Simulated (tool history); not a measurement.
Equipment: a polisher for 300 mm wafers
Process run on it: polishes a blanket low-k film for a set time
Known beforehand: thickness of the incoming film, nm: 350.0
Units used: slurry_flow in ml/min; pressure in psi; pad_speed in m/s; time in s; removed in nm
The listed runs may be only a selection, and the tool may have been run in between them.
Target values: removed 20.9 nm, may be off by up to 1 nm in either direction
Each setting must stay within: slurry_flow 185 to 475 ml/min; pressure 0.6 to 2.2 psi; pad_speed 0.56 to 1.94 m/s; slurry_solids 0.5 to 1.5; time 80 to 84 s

| run | day | slurry_flow | pressure | pad_speed | slurry_solids | time | removed |
|---|---|---|---|---|---|---|---|
| 1 | 0 | 305 | 1.4 | 1.24 | 1 | 80 | 29.628 |
| 2 | 0.033 | 305 | 1.4 | 0.98 | 1 | 80 | 25.36 |
| 3 | 0.271 | 305 | 1.7 | 0.98 | 1 | 80 | 29.924 |
| 4 | 0.462 | 305 | 1.6 | 0.96 | 1 | 80 | 28.384 |
| 5 | 0.542 | 305 | 1.6 | 0.96 | 1 | 80 | 28.405 |
| 6 | 0.604 | 250 | 1.6 | 0.96 | 1 | 80 | 27.888 |
| 7 | 0.846 | 250 | 1.5 | 0.94 | 1 | 80 | 25.128 |
| 8 | 1.062 | 250 | 1.4 | 0.94 | 1 | 80 | 24.508 |
| 9 | 1.425 | 250 | 1.3 | 0.94 | 1 | 80 | 22.224 |

Which one of the following 4 next-run settings gets every result inside its allowed miss? There is exactly one.
| A | 1.788 | 295 | 1.2 | 0.88 | 1 | 83 | ? |
| B | 1.788 | 185 | 1.2 | 1.1 | 1 | 82 | ? |
| C | 1.788 | 260 | 1.2 | 0.98 | 1.35 | 81 | ? |
| D | 1.788 | 185 | 1.4 | 0.78 | 1.2 | 80 | ? |

| move | removed |
|---|---|
| A | 20.904 |
| B | 22.599 |
| C | 24.281 |
| D | 22.455 |
A: hits every target within its allowed miss
B: moves away from the targets compared with the last run
C: moves away from the targets compared with the last run
D: moves away from the targets compared with the last run
Answer: A
